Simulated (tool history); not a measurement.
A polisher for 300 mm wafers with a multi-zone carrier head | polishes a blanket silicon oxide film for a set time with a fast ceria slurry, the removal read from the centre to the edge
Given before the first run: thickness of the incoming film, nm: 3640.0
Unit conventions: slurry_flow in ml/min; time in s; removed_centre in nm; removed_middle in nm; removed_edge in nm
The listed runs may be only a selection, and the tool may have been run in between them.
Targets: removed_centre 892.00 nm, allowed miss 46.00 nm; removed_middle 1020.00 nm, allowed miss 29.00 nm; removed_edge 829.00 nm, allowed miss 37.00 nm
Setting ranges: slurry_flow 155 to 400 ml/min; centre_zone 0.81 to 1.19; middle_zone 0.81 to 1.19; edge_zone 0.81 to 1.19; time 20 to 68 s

run	hour	slurry_flow	centre_zone	middle_zone	edge_zone	time	removed_centre	removed_middle	removed_edge
1	0.0	255	1.00	1.00	1.00	44	838.33	865.79	861.47
2	5.5	255	1.00	1.00	1.00	54	1039.90	1069.40	1077.70
3	12.5	255	0.94	1.00	1.00	54	956.04	1071.00	1021.40
4	15.0	215	0.94	1.00	1.00	54	961.04	1039.30	1024.70
5	21.0	215	0.94	1.04	1.00	54	950.44	1083.10	1025.10
6	24.2	240	0.95	1.05	0.94	52	918.98	1070.60	974.37
7	32.4	260	0.98	1.07	0.90	50	951.01	1043.70	891.19
8	38.4	255	0.97	1.07	0.88	50	934.66	1038.70	901.12
9	41.7	260	0.97	1.08	0.86	49	890.70	1042.90	890.11

Consider the 5 candidate settings below. Which is the only one whose results all fall within their allowed miss of target?
A	45.0	155	0.94	1.07	0.88	47	?	?	?
B	45.0	220	0.93	1.02	0.81	52	?	?	?
C	45.0	260	0.97	1.15	0.81	48	?	?	?
D	45.0	255	0.94	0.99	0.83	53	?	?	?
E	45.0	220	1.07	1.19	0.93	45	?	?	?

move	removed_centre	removed_middle	removed_edge
A	804.22	930.46	818.69
B	914.00	1022.70	895.40
C	896.65	1062.20	834.73
D	956.20	1030.50	932.32
E	912.10	1009.00	822.78
A: brings the result that was furthest off to its target, and leaves another outside
B: moves away from the targets compared with the last run
C: brings the result that was furthest off to its target, and leaves another outside
D: moves away from the targets compared with the last run
E: all results in spec
E is the move that brings every result within its allowed miss.
